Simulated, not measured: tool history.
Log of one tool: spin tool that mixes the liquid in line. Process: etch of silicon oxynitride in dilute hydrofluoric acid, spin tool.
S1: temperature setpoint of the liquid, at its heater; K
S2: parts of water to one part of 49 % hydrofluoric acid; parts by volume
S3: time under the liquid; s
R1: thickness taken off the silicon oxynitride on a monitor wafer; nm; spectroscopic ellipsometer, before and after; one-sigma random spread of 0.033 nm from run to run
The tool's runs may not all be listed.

run  hour      S1   S2   S3       R1
  1     0  298.15  275  100   0.5334
  2   5.5  298.15  350  100  0.40737
  3  14.2  298.15  350  100  0.40049
  4  18.5  298.15  350   80  0.33155
  5  21.9  295.15  350   80  0.29072
  6  29.1  295.15  425   80  0.22953
  7  34.5  295.65  390   80  0.25911
  8  39.3  296.15  360   80  0.29077
  9  42.6  296.65  330   80  0.33027
 10  44.3  297.15  305   80  0.38685
       50  -- hydrofluoric acid flow meter replaced
 11    50  297.65  285   80  0.38894
 12  57.5  298.15  260   80  0.43772
 13  64.3  298.65  235   80  0.48165
 14  67.9  299.15  215   80  0.54574
 15  70.8  299.65  200   80  0.63283
 16  76.4  300.15  190   80  0.69555

Run 17 is up next; what results do you expect?
 17  81.1  300.65  185  80   ?

R1: 0.69058 nm

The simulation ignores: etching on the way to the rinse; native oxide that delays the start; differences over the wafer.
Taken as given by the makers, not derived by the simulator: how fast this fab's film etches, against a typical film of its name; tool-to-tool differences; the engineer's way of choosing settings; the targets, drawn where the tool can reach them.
